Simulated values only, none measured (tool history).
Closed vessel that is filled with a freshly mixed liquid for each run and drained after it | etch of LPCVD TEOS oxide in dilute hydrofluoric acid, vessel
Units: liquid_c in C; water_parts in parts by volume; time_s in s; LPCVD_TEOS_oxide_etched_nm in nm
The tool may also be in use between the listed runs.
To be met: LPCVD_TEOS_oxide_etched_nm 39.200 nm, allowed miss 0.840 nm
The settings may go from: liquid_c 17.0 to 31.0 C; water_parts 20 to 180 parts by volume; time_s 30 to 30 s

run 1 hour=0.0 | liquid_c=23.0 water_parts=100 time_s=30 | LPCVD_TEOS_oxide_etched_nm=16.265
run 2 hour=4.1 | liquid_c=23.0 water_parts=100 time_s=30 | LPCVD_TEOS_oxide_etched_nm=16.441
run 3 hour=10.1 | liquid_c=25.5 water_parts=100 time_s=30 | LPCVD_TEOS_oxide_etched_nm=18.040
run 4 hour=17.6 | liquid_c=25.5 water_parts=100 time_s=30 | LPCVD_TEOS_oxide_etched_nm=17.905
run 5 hour=19.9 | liquid_c=22.0 water_parts=100 time_s=30 | LPCVD_TEOS_oxide_etched_nm=15.520
run 6 hour=25.9 | liquid_c=23.5 water_parts=90 time_s=30 | LPCVD_TEOS_oxide_etched_nm=18.432
run 7 hour=33.7 | liquid_c=25.0 water_parts=80 time_s=30 | LPCVD_TEOS_oxide_etched_nm=22.420
run 8 hour=37.0 | liquid_c=26.0 water_parts=75 time_s=30 | LPCVD_TEOS_oxide_etched_nm=25.171
run 9 hour=45.2 | liquid_c=27.0 water_parts=70 time_s=30 | LPCVD_TEOS_oxide_etched_nm=28.636
run 10 hour=47.4 | liquid_c=28.0 water_parts=70 time_s=30 | LPCVD_TEOS_oxide_etched_nm=29.764
run 11 hour=49.4 | liquid_c=28.0 water_parts=70 time_s=30 | LPCVD_TEOS_oxide_etched_nm=29.503
run 12 hour=53.5 | liquid_c=28.5 water_parts=70 time_s=30 | LPCVD_TEOS_oxide_etched_nm=29.973
run 13 hour=57.1 | liquid_c=29.0 water_parts=65 time_s=30 | LPCVD_TEOS_oxide_etched_nm=33.208
run 14 hour=63.9 | liquid_c=29.5 water_parts=65 time_s=30 | LPCVD_TEOS_oxide_etched_nm=34.068
run 15 hour=68.4 | liquid_c=30.0 water_parts=65 time_s=30 | LPCVD_TEOS_oxide_etched_nm=34.619

5 next moves are on the table. One of them brings every result within its allowed miss. Which?
run A hour=72.9 | liquid_c=27.0 water_parts=50 time_s=30 | LPCVD_TEOS_oxide_etched_nm=?
run B hour=72.9 | liquid_c=24.0 water_parts=55 time_s=30 | LPCVD_TEOS_oxide_etched_nm=?
run C hour=72.9 | liquid_c=29.5 water_parts=60 time_s=30 | LPCVD_TEOS_oxide_etched_nm=?
run D hour=72.9 | liquid_c=31.0 water_parts=60 time_s=30 | LPCVD_TEOS_oxide_etched_nm=?
run E hour=72.9 | liquid_c=27.5 water_parts=55 time_s=30 | LPCVD_TEOS_oxide_etched_nm=?

move=A LPCVD_TEOS_oxide_etched_nm=40.564
move=B LPCVD_TEOS_oxide_etched_nm=32.426
move=C LPCVD_TEOS_oxide_etched_nm=36.780
move=D LPCVD_TEOS_oxide_etched_nm=38.984
move=E LPCVD_TEOS_oxide_etched_nm=37.353
A: takes the result that was furthest off past its target
B: further off than the last run
C: nearer than the last run, and not there yet
D: meets every target
E: nearer than the last run, and not there yet
Answer: D
